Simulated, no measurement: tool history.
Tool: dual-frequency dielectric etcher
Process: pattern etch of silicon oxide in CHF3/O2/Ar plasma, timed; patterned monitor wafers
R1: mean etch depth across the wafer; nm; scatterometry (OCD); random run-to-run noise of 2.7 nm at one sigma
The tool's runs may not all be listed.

{"run": 1, "day": 0.0, "source power (W)": 470, "bias power (W)": 122, "etch time (s)": 448.5, "R1": 621.4}
{"run": 2, "day": 0.171, "source power (W)": 470, "bias power (W)": 122, "etch time (s)": 448.5, "R1": 622.59}
{"run": 3, "day": 0.483, "source power (W)": 430, "bias power (W)": 122, "etch time (s)": 448.5, "R1": 593.79}
{"run": 4, "day": 0.604, "source power (W)": 410, "bias power (W)": 116, "etch time (s)": 448.5, "R1": 563.48}
{"run": 5, "day": 0.712, "source power (W)": 410, "bias power (W)": 116, "etch time (s)": 467.0, "R1": 592.56}
{"run": 6, "day": 0.975, "source power (W)": 360, "bias power (W)": 116, "etch time (s)": 467.0, "R1": 535.17}
{"run": 7, "day": 1.033, "source power (W)": 350, "bias power (W)": 115, "etch time (s)": 466.5, "R1": 528.99}
{"run": 8, "day": 1.254, "source power (W)": 340, "bias power (W)": 114, "etch time (s)": 466.0, "R1": 513.49}

What will run 9 give?
{"run": 9, "day": 1.417, "source power (W)": 330, "bias power (W)": 114, "etch time (s)": 466.0, "R1": "?"}

{"run 9": {"R1": 495.36}}
